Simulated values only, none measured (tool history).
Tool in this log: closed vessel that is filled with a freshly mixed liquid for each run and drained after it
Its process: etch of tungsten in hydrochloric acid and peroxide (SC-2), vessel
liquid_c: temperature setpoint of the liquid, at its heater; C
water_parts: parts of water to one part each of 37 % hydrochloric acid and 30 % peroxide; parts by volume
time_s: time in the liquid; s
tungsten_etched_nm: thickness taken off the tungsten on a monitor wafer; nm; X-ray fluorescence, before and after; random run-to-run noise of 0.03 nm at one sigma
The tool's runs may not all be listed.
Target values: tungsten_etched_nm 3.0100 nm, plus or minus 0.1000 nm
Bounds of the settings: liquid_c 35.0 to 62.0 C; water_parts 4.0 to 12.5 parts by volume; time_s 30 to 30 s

| run | hour | liquid_c | water_parts | time_s | tungsten_etched_nm |
|---|---|---|---|---|---|
| 1 | 0.0 | 46.0 | 7.0 | 30 | 4.1094 |
| 2 | 1.6 | 44.5 | 7.0 | 30 | 3.7317 |
| 3 | 8.5 | 43.5 | 7.0 | 30 | 3.5001 |
| 4 | 12.4 | 49.5 | 7.0 | 30 | 5.2873 |
| 5 | 17.3 | 49.5 | 6.0 | 30 | 5.9573 |
| 6 | 21.8 | 49.5 | 4.0 | 30 | 7.9449 |
| 7 | 30.8 | 41.5 | 4.0 | 30 | 4.6202 |
| 8 | 36.9 | 39.5 | 4.0 | 30 | 4.0094 |
| 9 | 44.2 | 38.0 | 4.0 | 30 | 3.6030 |

Which of these 4 next moves meets every target?
| A | 51.5 | 35.5 | 4.0 | 30 | ? |
| B | 51.5 | 39.5 | 4.0 | 30 | ? |
| C | 51.5 | 36.5 | 5.0 | 30 | ? |
| D | 51.5 | 41.0 | 7.5 | 30 | ? |

| move | tungsten_etched_nm |
|---|---|
| A | 2.9828 |
| B | 3.9808 |
| C | 2.7499 |
| D | 2.7963 |
A: every result within its allowed miss
B: lands further from the targets than the last run did
C: takes the result that was furthest off past its target
D: takes the result that was furthest off past its target
The move that meets every target is A.
